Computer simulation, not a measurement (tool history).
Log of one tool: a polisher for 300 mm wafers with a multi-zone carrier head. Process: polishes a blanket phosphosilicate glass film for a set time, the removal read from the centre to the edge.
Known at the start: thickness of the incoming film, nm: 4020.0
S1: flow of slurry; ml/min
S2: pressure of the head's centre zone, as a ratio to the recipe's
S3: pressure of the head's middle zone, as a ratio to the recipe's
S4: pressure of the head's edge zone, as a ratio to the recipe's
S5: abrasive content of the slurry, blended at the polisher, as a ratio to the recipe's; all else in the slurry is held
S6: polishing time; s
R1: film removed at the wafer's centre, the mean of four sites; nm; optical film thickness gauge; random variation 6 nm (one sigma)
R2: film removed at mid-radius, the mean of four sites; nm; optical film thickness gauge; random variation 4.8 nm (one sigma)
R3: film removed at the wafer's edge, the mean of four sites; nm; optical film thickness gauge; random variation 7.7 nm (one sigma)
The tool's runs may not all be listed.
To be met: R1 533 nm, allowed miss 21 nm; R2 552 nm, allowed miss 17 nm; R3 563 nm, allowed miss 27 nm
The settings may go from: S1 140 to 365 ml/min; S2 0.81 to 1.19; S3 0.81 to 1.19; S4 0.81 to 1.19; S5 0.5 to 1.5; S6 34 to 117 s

run,hour,S1,S2,S3,S4,S5,S6,R1,R2,R3
1,0,235,1,1,1,1,75,898.53,906.41,908.31
2,6.8,235,0.99,0.99,0.99,0.95,73,836.75,864.58,854.74
3,13.6,260,0.99,0.99,0.99,0.95,73,840.27,867.67,844.66
4,17.6,260,0.99,0.99,0.93,0.95,73,858.12,881.54,836.82
5,20.9,260,0.98,0.98,0.93,0.9,71,783.71,821.25,779.47
6,27.5,260,0.98,0.98,0.89,0.9,71,781.6,837.8,764.58
7,31.9,260,0.98,0.96,0.89,0.85,70,746.61,779.82,734.06
8,36.5,260,0.97,0.94,0.88,0.8,70,722.12,738.21,692.8
9,44.3,255,0.95,0.92,0.88,0.8,70,698.7,730.53,694.54
10,47.8,225,0.9,0.82,0.85,0.55,65,464.43,471.33,481.55
11,48.6,235,0.9,0.83,0.86,0.55,65,462.43,471.32,483.2
12,56.6,235,0.95,0.92,0.96,0.8,66,651.79,673.6,682.11
13,62.4,230,0.94,0.91,0.94,0.8,66,635.93,676.91,669.93
14,67.9,215,0.93,0.82,0.9,0.55,65,472.48,458.9,483.86
15,76.5,280,0.94,0.91,0.99,0.55,65,497.94,517.11,515.95
16,83.3,275,0.94,0.91,1,0.55,65,490.66,512.2,527.75
17,84.7,275,0.94,0.92,1,0.55,65,492.57,517.91,515.58
18,92.9,275,0.94,0.92,1.01,0.55,65,485.85,514.5,536.77
19,99.7,275,0.95,0.93,1.01,0.55,65,500.79,513.69,526.18
20,106.3,275,0.95,0.94,1.01,0.55,65,506.27,525.48,520.58

Which of these 4 next moves meets every target?
A,112.9,250,0.99,0.84,1.1,0.6,59,?,?,?
B,112.9,240,1.02,1,1.06,0.6,57,?,?,?
C,112.9,260,0.96,0.93,1.02,0.6,65,?,?,?
D,112.9,280,0.89,0.96,0.99,0.55,67,?,?,?

move,R1,R2,R3
A,505.12,460.35,538.42
B,500.43,498.35,507.68
C,542.67,546.03,572.84
D,487.46,540.72,545.48
A: brings the result that was furthest off to its target, and leaves another outside
B: further off than the last run
C: meets every target
D: brings the result that was furthest off to its target, and leaves another outside
Answer: C
